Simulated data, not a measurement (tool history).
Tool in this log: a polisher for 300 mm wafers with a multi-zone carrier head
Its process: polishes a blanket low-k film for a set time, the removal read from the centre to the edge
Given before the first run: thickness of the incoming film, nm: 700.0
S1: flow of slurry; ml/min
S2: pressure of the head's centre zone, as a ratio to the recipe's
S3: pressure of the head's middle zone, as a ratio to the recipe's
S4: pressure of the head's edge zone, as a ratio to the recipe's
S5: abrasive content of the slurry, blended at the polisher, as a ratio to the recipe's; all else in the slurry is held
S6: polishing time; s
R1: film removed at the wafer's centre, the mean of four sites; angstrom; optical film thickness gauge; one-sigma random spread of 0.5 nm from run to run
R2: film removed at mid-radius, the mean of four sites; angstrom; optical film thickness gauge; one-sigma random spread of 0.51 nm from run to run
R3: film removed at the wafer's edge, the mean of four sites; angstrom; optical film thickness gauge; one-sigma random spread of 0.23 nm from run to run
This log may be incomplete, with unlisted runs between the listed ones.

| run | hour | S1 | S2 | S3 | S4 | S5 | S6 | R1 | R2 | R3 |
|---|---|---|---|---|---|---|---|---|---|---|
| 1 | 0 | 280 | 1 | 1 | 1 | 1 | 52 | 279.05 | 285.15 | 284.4 |
| 2 | 5.5 | 285 | 1.01 | 1.01 | 1.02 | 1.05 | 52 | 295.01 | 300.9 | 298.28 |
| 3 | 7.2 | 350 | 1.01 | 1.01 | 1.02 | 1.05 | 52 | 303.09 | 299.66 | 301.94 |
| 4 | 10.3 | 350 | 1.02 | 1.02 | 1.03 | 1.1 | 52 | 316.89 | 317.55 | 308.65 |
| 5 | 17.6 | 350 | 1.02 | 1.02 | 0.96 | 1.1 | 52 | 314.93 | 312.38 | 299.42 |
| 6 | 18.4 | 310 | 1.02 | 1.02 | 0.96 | 1.1 | 52 | 301.95 | 318.61 | 301.62 |
| 7 | 23.5 | 315 | 1.03 | 1.01 | 0.97 | 1.15 | 52 | 321.26 | 318.67 | 305.67 |
| 8 | 25.4 | 315 | 1.03 | 1.01 | 0.99 | 1.15 | 52 | 326.17 | 320.59 | 309.98 |
| 9 | 29.5 | 315 | 1.03 | 1.01 | 1.01 | 1.15 | 52 | 323.57 | 321.95 | 311.11 |
| 10 | 38.2 | 315 | 1.03 | 1.01 | 1.03 | 1.15 | 52 | 318.81 | 320.15 | 315.48 |

What will run 11 give?
| 11 | 39.5 | 315 | 1.04 | 1.01 | 1.04 | 1.15 | 52 | ? | ? | ? |

Run 11 came out at R1 329.9 angstrom, R2 317.53 angstrom, R3 315.27 angstrom.
